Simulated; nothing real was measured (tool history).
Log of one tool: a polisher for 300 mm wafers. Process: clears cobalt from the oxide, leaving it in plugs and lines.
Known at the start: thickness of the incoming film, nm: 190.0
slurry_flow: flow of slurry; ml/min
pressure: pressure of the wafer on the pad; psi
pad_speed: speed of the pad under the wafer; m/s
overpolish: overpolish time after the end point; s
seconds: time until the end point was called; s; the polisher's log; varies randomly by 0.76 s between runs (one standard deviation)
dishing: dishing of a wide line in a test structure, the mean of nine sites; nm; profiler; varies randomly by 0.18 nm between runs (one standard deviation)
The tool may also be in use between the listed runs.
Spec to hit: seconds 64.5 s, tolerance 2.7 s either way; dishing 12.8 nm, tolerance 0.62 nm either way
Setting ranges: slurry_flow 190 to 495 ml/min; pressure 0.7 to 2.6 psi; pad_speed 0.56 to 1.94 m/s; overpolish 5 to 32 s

run    day  slurry_flow  pressure  pad_speed  overpolish  seconds  dishing
  1      0          320       1.6       1.24          16   46.507   38.225
  2  0.333          315       1.5       1.22          14   50.116   34.465
  3  0.358          315       1.9       1.22          14   41.036   37.443
  4  0.442          290       1.9       1.08          12   45.719   32.117
  5  0.617          270       1.9       0.98          11   50.288   28.923
  6  0.883          255       1.9        0.9          10   56.167   25.911
  7  1.029          240       1.9       0.84           9    59.66   22.312
  8  1.362          190       2.1       0.56           5    82.36   10.244

Below are 4 possible settings for the next run. Only one of them brings all results inside the allowed miss of their targets. Which is it?
  A  1.696          200       1.7       0.58           8        ?        ?
  B  1.696          190       2.2       0.64           5        ?        ?
  C  1.696          210       2.6        0.6           5        ?        ?
  D  1.696          190       2.4       0.56           5        ?        ?

move  seconds  dishing
   A   94.057   13.863
   B   69.719   11.928
   C    64.02   12.855
   D   73.484   11.386
A: further off than the last run
B: closer than the last run, but not yet in spec
C: meets every target
D: closer than the last run, but not yet in spec
So the answer is move C, the one that meets all the targets.
